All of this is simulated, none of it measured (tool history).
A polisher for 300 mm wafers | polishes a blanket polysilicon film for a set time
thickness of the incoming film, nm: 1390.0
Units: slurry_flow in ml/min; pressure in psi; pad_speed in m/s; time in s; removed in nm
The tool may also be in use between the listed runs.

run    day  slurry_flow  pressure  pad_speed  time  removed
  1  0.000          180       2.6       1.08    81   689.53
  2  0.212          180       2.1       1.08    81   560.63
  3  0.312          180       1.8       1.08    81   486.38
  4  0.408          180       1.6       1.06    81   423.45
  5  0.621          145       1.6       1.06    81   417.76
  6  0.779          145       1.6       1.06    85   432.74
  7  0.979          140       1.5       1.06    85   404.32
  8  1.088          135       1.4       1.06    85   371.08

Forecast run 9:
  9  1.192          130       1.4       1.06    85        ?

Run 9 gave removed 371.49 nm.

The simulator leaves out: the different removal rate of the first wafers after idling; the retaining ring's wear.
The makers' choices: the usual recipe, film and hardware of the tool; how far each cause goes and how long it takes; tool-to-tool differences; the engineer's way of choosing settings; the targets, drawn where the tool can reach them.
